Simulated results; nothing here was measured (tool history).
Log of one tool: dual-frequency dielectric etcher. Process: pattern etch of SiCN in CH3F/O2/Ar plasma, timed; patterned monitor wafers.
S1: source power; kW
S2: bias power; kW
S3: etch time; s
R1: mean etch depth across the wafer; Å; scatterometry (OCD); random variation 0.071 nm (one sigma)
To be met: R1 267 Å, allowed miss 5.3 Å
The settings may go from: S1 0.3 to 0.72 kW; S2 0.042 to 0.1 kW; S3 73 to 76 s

run	hour	S1	S2	S3	R1
1	0	0.51	0.071	73	291.57
2	1.7	0.51	0.071	76	302.99
3	7	0.59	0.071	76	329.57
4	15.2	0.59	0.08	76	341.94
5	16.9	0.59	0.069	76	328.17
6	23.2	0.51	0.069	76	300.91
7	28	0.5	0.069	76	296.13
8	29.6	0.49	0.069	76	292.25
9	34.7	0.48	0.069	76	290.5
10	35.8	0.47	0.069	76	285.09
11	44.6	0.39	0.067	76	250.55

Which of these 5 next moves meets every target?
A	53.4	0.47	0.06	74	?
B	53.4	0.39	0.071	73	?
C	53.4	0.36	0.063	76	?
D	53.4	0.41	0.056	73	?
E	53.4	0.41	0.062	75	?

move	R1
A	266.92
B	245.19
C	231.07
D	235.33
E	249.66
A: meets every target
B: further off than the last run
C: further off than the last run
D: further off than the last run
E: further off than the last run
The right move is A.
